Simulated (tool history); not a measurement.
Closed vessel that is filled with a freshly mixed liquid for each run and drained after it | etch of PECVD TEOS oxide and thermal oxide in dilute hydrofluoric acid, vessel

run  hour  temperature setpoint of the liquid (C)  parts of water to one part of 49 % hydrofluoric acid (parts by volume)  time in the liquid (s)  thickness taken off the PECVD TEOS oxide on a monitor wafer (angstrom)  thickness taken off the thermal oxide on a monitor wafer (angstrom)
  1     0                                      22                                                                     110                     105                                                                  174.58                                                               38.074
  2     5                                      24                                                                     105                     105                                                                  199.87                                                               43.415
  3   7.1                                      24                                                                     105                      60                                                                   114.2                                                               24.782
  4  14.9                                    25.5                                                                      90                      60                                                                   143.1                                                                31.39
  5  18.2                                    26.5                                                                      80                      60                                                                   169.3                                                               37.611
  6  19.5                                      27                                                                      70                      60                                                                  200.25                                                               43.744
  7  22.2                                    27.5                                                                      65                      60                                                                  225.34                                                               48.411
  8  24.2                                      30                                                                      45                      60                                                                  366.14                                                               79.655
  9  29.3                                    29.5                                                                      45                      60                                                                  357.17                                                               78.224
 10  30.8                                      29                                                                      45                      60                                                                  349.58                                                               77.081
 11  36.5                                    28.5                                                                      45                      60                                                                  343.19                                                               75.222

The next listed run, before its measurement:
 12  42.8                                      28                                                                      45                      60                                                                       ?                                                                    ?

Run 12 gave thickness taken off the PECVD TEOS oxide on a monitor wafer (angstrom) 338.71, thickness taken off the thermal oxide on a monitor wafer (angstrom) 73.887.
